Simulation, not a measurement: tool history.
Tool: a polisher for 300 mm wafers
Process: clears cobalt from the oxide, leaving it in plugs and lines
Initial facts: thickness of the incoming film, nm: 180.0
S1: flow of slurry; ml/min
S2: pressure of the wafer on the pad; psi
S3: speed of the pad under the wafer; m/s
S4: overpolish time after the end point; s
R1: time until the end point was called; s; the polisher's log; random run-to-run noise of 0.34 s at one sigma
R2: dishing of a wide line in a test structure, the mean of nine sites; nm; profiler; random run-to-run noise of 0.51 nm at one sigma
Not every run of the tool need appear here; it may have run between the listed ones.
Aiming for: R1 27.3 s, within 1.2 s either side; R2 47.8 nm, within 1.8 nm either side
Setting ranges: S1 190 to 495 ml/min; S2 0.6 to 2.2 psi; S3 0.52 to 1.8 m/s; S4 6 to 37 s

Run 1, hour 0: S1 320 ml/min, S2 1.4 psi, S3 1.16 m/s, S4 19 s. Result: R1 40.267 s, R2 41.921 nm.
Run 2, hour 4.8: S1 320 ml/min, S2 1.4 psi, S3 1.16 m/s, S4 14 s. Result: R1 39.86 s, R2 36.204 nm.
Run 3, hour 6.2: S1 320 ml/min, S2 1.5 psi, S3 1.16 m/s, S4 15 s. Result: R1 38.017 s, R2 38.769 nm.
Run 4, hour 12.9: S1 320 ml/min, S2 1.5 psi, S3 0.96 m/s, S4 15 s. Result: R1 42.209 s, R2 36.177 nm.
Run 5, hour 21.1: S1 320 ml/min, S2 1.6 psi, S3 0.96 m/s, S4 15 s. Result: R1 40.081 s, R2 37.672 nm.
Run 6, hour 22.2: S1 320 ml/min, S2 1.6 psi, S3 0.96 m/s, S4 18 s. Result: R1 39.98 s, R2 39.848 nm.
Run 7, hour 24.3: S1 320 ml/min, S2 1.7 psi, S3 0.96 m/s, S4 18 s. Result: R1 37.975 s, R2 42.373 nm.
Run 8, hour 27.7: S1 320 ml/min, S2 2.1 psi, S3 1.02 m/s, S4 13 s. Result: R1 29.603 s, R2 40.604 nm.
Run 9, hour 28.9: S1 320 ml/min, S2 2.1 psi, S3 1.02 m/s, S4 14 s. Result: R1 29.093 s, R2 41.498 nm.

4 candidate next runs follow, results not yet known. Just one meets every target within its allowed miss. Identify it.
Run A, hour 30.1: S1 345 ml/min, S2 2.2 psi, S3 1.04 m/s, S4 19 s. Result: R1 ?, R2 ?.
Run B, hour 30.1: S1 330 ml/min, S2 2.2 psi, S3 1.08 m/s, S4 14 s. Result: R1 ?, R2 ?.
Run C, hour 30.1: S1 390 ml/min, S2 2 psi, S3 1.04 m/s, S4 19 s. Result: R1 ?, R2 ?.
Run D, hour 30.1: S1 350 ml/min, S2 2 psi, S3 0.98 m/s, S4 12 s. Result: R1 ?, R2 ?.

move      R1      R2
   A  27.366  47.159
   B   26.82  43.064
   C  29.756  46.122
   D  31.141  37.751
A: all results in spec
B: gains on the last run, yet a result remains outside its allowed miss
C: the furthest-off result lands on target, but another misses its tolerance
D: misses by more than the last run did
The right move is A.
